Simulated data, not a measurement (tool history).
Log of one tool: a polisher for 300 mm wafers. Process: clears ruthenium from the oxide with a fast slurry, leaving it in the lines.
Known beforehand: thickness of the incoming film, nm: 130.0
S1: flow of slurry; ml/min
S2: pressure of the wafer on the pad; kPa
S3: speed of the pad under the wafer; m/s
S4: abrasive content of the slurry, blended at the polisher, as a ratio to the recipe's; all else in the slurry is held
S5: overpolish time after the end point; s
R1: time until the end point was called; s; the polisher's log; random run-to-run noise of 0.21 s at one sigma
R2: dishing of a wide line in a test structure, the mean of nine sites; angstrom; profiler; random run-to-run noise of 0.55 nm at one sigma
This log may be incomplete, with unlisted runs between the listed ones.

run  hour   S1    S2    S3   S4  S5      R1      R2
  1   0.0  150  23.4  0.82  1.0  16  25.408  503.88
  2   1.5  150  19.3  0.82  1.0  16  29.221  472.92
  3   6.9  175  19.3  0.82  1.0  16  28.180  477.98
  4  13.3  180  20.7  0.82  1.0  16  27.246  498.16
  5  20.7  180  20.7  0.62  1.0  16  35.162  392.75
  6  27.8  185  23.4  0.62  1.0  16  32.201  421.14
  7  29.7  190  25.5  0.62  1.0  16  31.034  441.50
  8  31.1  190  27.6  0.62  1.0  16  29.489  474.08
  9  32.3  210  34.5  0.64  1.0  13  24.123  462.21

Run 10 has not been measured yet. What should we expect?
 10  36.4  210  34.5  0.66  1.0  13   ?   ?

Run 10 measured R1 23.299 s, R2 466.11 angstrom.
